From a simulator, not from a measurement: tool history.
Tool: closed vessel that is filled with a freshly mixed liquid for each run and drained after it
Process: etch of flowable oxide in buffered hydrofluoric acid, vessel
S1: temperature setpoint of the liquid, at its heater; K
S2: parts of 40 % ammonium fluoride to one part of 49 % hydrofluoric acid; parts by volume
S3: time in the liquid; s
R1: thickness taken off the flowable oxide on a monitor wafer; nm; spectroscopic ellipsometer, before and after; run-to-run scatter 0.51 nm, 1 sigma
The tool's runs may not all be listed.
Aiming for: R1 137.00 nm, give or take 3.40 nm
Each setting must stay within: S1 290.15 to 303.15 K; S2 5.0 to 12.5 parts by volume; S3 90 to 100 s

| run | hour | S1 | S2 | S3 | R1 |
|---|---|---|---|---|---|
| 1 | 0.0 | 295.15 | 7.5 | 90 | 231.63 |
| 2 | 2.5 | 295.15 | 7.5 | 90 | 233.26 |
| 3 | 4.9 | 293.65 | 8.0 | 90 | 200.69 |
| 4 | 8.0 | 293.65 | 8.0 | 90 | 198.37 |
| 5 | 10.5 | 293.65 | 9.5 | 90 | 173.45 |
| 6 | 18.0 | 295.15 | 9.5 | 90 | 188.93 |
|  | 24.4 | hydrofluoric acid flow meter replaced |
| 7 | 24.4 | 291.15 | 10.0 | 90 | 152.14 |
| 8 | 31.0 | 290.65 | 10.0 | 90 | 147.23 |

Consider the 4 candidate settings below. Which is the only one whose results all fall within their allowed miss of target?
| A | 37.6 | 291.15 | 10.0 | 95 | ? |
| B | 37.6 | 290.15 | 9.0 | 90 | ? |
| C | 37.6 | 290.65 | 9.5 | 100 | ? |
| D | 37.6 | 290.15 | 10.5 | 90 | ? |

| move | R1 |
|---|---|
| A | 159.29 |
| B | 152.34 |
| C | 168.34 |
| D | 135.94 |
A: the biggest miss grows against the last run
B: the biggest miss grows against the last run
C: the biggest miss grows against the last run
D: every result within its allowed miss
Go with D: it meets all targets.
